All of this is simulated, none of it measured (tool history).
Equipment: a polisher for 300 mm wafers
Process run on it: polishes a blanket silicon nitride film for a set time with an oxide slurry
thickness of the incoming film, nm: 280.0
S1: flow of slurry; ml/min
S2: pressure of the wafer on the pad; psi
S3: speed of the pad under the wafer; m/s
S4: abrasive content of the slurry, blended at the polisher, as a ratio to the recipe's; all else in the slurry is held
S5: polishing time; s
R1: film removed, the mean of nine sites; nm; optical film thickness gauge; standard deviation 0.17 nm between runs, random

run,hour,S1,S2,S3,S4,S5,R1
1,0,205,4.3,0.84,1,55,31.343
2,8.4,205,5.1,0.84,1,55,36.442
3,10.7,205,5.1,0.84,1.2,55,39.536
4,18,200,4.2,0.82,1.2,55,31.67
5,18.6,200,4.2,0.9,1.2,55,33.843
6,19.7,195,3.6,0.88,1.2,55,28.307
7,20.3,185,3.2,0.88,1.2,55,25.521
8,27.7,175,2,0.86,1.2,55,15.942
9,29.4,190,2.1,0.86,1.2,55,16.662
10,31.3,245,2.6,0.86,1.2,55,21.366

Run 11 has not been measured yet. What should we expect?
11,40.1,235,2.6,0.86,1.2,55,?

Run 11 measured R1 21.128 nm.
